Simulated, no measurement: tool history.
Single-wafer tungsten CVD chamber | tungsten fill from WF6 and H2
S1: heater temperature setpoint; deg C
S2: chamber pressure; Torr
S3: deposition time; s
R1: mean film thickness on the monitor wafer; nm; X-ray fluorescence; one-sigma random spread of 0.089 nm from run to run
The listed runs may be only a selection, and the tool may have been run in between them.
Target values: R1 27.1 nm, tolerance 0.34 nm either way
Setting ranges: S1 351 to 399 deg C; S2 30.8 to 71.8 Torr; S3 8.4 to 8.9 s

Run 1, hour 0: S1 375 deg C, S2 51.3 Torr, S3 8.9 s. Result: R1 21.126 nm.
Run 2, hour 8: S1 378 deg C, S2 51.3 Torr, S3 8.9 s. Result: R1 22.353 nm.
Run 3, hour 14.4: S1 387 deg C, S2 51.3 Torr, S3 8.9 s. Result: R1 26.264 nm.
Run 4, hour 19.2: S1 381 deg C, S2 51.3 Torr, S3 8.9 s. Result: R1 23.728 nm.
Run 5, hour 24.1: S1 371 deg C, S2 51.3 Torr, S3 8.9 s. Result: R1 19.475 nm.
Run 6, hour 26: S1 367 deg C, S2 51.3 Torr, S3 8.9 s. Result: R1 18.132 nm.
Run 7, hour 30.8: S1 372 deg C, S2 51.4 Torr, S3 8.9 s. Result: R1 19.977 nm.
Run 8, hour 36.6: S1 376 deg C, S2 51.5 Torr, S3 8.9 s. Result: R1 21.573 nm.
Run 9, hour 37.7: S1 379 deg C, S2 51.5 Torr, S3 8.9 s. Result: R1 22.91 nm.
Run 10, hour 44: S1 381 deg C, S2 51.5 Torr, S3 8.9 s. Result: R1 23.817 nm.
Run 11, hour 49.5: S1 382 deg C, S2 51.5 Torr, S3 8.9 s. Result: R1 24.167 nm.
Run 12, hour 57.1: S1 383 deg C, S2 51.5 Torr, S3 8.9 s. Result: R1 24.54 nm.
Run 13, hour 60.2: S1 384 deg C, S2 51.5 Torr, S3 8.9 s. Result: R1 25.13 nm.
Run 14, hour 67.6: S1 385 deg C, S2 51.5 Torr, S3 8.9 s. Result: R1 25.466 nm.
Run 15, hour 69.8: S1 386 deg C, S2 51.5 Torr, S3 8.9 s. Result: R1 25.979 nm.
Run 16, hour 70.8: S1 386 deg C, S2 51.5 Torr, S3 8.9 s. Result: R1 25.924 nm.
Run 17, hour 75.5: S1 387 deg C, S2 51.5 Torr, S3 8.9 s. Result: R1 26.314 nm.

Next run, 5 choices. One meets every target within its allowed miss, the rest don't. Which?
Run A, hour 80.2: S1 381 deg C, S2 58.8 Torr, S3 8.9 s. Result: R1 ?.
Run B, hour 80.2: S1 397 deg C, S2 36.6 Torr, S3 8.9 s. Result: R1 ?.
Run C, hour 80.2: S1 385 deg C, S2 59.4 Torr, S3 8.6 s. Result: R1 ?.
Run D, hour 80.2: S1 388 deg C, S2 48.8 Torr, S3 8.9 s. Result: R1 ?.
Run E, hour 80.2: S1 388 deg C, S2 51.8 Torr, S3 8.9 s. Result: R1 ?.

move      R1
   A  25.332
   B  25.719
   C  26.461
   D  26.021
   E   26.89
A: lands further from the targets than the last run did
B: lands further from the targets than the last run did
C: nearer the targets than the last run, but a result is still out of spec
D: lands further from the targets than the last run did
E: every result lands within tolerance
Correct choice: E, which meets every target

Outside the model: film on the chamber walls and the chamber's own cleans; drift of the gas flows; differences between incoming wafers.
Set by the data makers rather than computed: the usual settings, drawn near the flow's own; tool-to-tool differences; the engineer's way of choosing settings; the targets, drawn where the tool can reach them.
